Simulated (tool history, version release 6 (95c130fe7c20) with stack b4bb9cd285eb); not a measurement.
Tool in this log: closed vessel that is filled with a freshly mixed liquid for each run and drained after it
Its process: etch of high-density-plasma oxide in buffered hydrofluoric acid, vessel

run  hour  temperature setpoint of the liquid (K)  parts of 40 % ammonium fluoride to one part of 49 % hydrofluoric acid (parts by volume)  time in the liquid (s)  thickness taken off the high-density-plasma oxide on a monitor wafer (Å)
  1   0.0                                  294.15                                                                                     19.5                      30                                                                    295.13
  2   6.1                                  295.15                                                                                     19.5                      30                                                                    312.27
  3  11.3                                  295.15                                                                                     19.5                      30                                                                    310.85
  4  16.9                                  298.65                                                                                     19.5                      30                                                                    378.50
  5  18.5                                  299.65                                                                                     17.5                      30                                                                    442.47
  6  22.4                                  300.15                                                                                     16.0                      30                                                                    501.73

The next listed run, before its measurement:
  7  23.6                                  300.65                                                                                     15.5                      30                                                                         ?

Run 7 gave thickness taken off the high-density-plasma oxide on a monitor wafer (Å) 532.65.
